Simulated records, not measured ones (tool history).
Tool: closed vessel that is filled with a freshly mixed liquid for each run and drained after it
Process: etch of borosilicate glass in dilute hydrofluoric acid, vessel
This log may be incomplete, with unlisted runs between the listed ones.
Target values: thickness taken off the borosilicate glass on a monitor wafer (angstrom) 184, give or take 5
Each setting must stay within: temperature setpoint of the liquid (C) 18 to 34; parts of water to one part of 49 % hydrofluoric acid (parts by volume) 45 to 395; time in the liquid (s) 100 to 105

run	hour	temperature setpoint of the liquid (C)	parts of water to one part of 49 % hydrofluoric acid (parts by volume)	time in the liquid (s)	thickness taken off the borosilicate glass on a monitor wafer (angstrom)
1	0	26	220	100	157.26
2	4.1	26.5	220	100	161.16
3	6.8	25	220	100	151.64
4	15.4	23	220	100	141.6
5	22.5	24	220	100	147.1
6	24.4	24	220	100	146.56
7	32.3	24.5	220	100	148.46
8	37.3	28.5	215	100	178.29

Below are 4 possible settings for the next run. Only one of them brings all results inside the allowed miss of their targets. Which is it?
A	42.3	29	200	100	?
B	42.3	25.5	200	105	?
C	42.3	29	205	105	?
D	42.3	28	215	100	?

move	thickness taken off the borosilicate glass on a monitor wafer (angstrom)
A	195.81
B	181.91
C	199.34
D	172.81
A: carries the result that was furthest off beyond its target, to the other side
B: every result lands within tolerance
C: carries the result that was furthest off beyond its target, to the other side
D: the biggest miss grows against the last run
B meets every target.
